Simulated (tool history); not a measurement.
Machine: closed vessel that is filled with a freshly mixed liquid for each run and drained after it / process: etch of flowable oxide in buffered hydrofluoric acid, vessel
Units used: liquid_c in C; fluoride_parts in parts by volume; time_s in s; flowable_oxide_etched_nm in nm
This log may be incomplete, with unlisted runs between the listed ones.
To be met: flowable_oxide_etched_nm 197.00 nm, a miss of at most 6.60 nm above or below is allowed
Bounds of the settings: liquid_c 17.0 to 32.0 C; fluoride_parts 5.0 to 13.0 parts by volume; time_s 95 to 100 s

run	day	liquid_c	fluoride_parts	time_s	flowable_oxide_etched_nm
1	0.000	24.0	8.0	95	227.61
2	0.338	23.5	8.0	95	222.10
3	0.442	23.5	8.0	100	234.54
4	0.692	23.5	8.0	100	226.51
5	0.871	23.0	8.0	100	223.29
6	0.971	22.5	8.0	100	217.17
7	1.229	22.0	8.0	100	214.03
8	1.496	21.5	8.0	100	209.52
9	1.646	20.0	8.0	100	188.11

Which single option among these 4 for the next run brings every result within its allowed miss of target? Just one does.
A	1.796	17.0	6.5	100	?
B	1.796	18.0	7.5	100	?
C	1.796	19.5	8.0	95	?
D	1.796	19.5	8.0	100	?

move	flowable_oxide_etched_nm
A	197.82
B	182.23
C	175.69
D	184.94
A: hits every target within its allowed miss
B: moves away from the targets compared with the last run
C: moves away from the targets compared with the last run
D: moves away from the targets compared with the last run
A meets every target.

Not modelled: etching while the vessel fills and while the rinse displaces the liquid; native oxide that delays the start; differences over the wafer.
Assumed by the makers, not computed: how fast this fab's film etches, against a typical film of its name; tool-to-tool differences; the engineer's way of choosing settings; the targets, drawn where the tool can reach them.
